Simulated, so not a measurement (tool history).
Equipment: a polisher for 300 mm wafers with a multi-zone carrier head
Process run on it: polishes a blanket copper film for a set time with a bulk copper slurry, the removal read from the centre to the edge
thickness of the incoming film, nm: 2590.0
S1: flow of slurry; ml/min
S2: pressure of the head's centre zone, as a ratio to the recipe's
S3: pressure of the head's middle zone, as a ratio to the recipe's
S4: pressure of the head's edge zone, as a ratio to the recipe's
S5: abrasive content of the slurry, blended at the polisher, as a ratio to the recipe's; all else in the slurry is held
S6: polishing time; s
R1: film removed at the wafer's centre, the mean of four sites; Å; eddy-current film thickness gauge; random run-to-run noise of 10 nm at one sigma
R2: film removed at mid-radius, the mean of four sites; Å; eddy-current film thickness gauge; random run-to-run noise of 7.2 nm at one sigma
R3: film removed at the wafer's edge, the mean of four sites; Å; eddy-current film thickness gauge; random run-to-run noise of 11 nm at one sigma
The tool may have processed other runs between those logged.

run	hour	S1	S2	S3	S4	S5	S6	R1	R2	R3
1	0	165	1	1	1	1	55	7274.7	7346.2	7318.8
2	3.1	185	1.06	1	1.04	1.1	55	8071.8	7555.5	7911.8
3	11.2	215	1.06	1	1.04	1.1	55	8414.5	7742.2	7832
4	17.5	220	1.09	1.01	1.06	1.15	55	8449.7	7959.8	8256.2
5	24.9	220	1.09	1.01	1.06	0.95	55	8065.6	7564.1	7498.2
# hour 31.3: slurry nozzle cleaned
6	31.3	225	1.12	1	1.06	1.05	55	8902.5	7817.6	8100.2
7	35.9	255	1.17	1.01	1.08	1.1	55	9388.7	8032.3	8326.7
8	37.7	255	1.18	1.01	1.08	1.15	55	9405.3	8346	8377.4

Expected results for the next run?
9	46	255	1.18	0.99	1.08	1.15	55	?	?	?

{"run 9": {"R1": 9340.5, "R2": 8060.7, "R3": 8215.1}}

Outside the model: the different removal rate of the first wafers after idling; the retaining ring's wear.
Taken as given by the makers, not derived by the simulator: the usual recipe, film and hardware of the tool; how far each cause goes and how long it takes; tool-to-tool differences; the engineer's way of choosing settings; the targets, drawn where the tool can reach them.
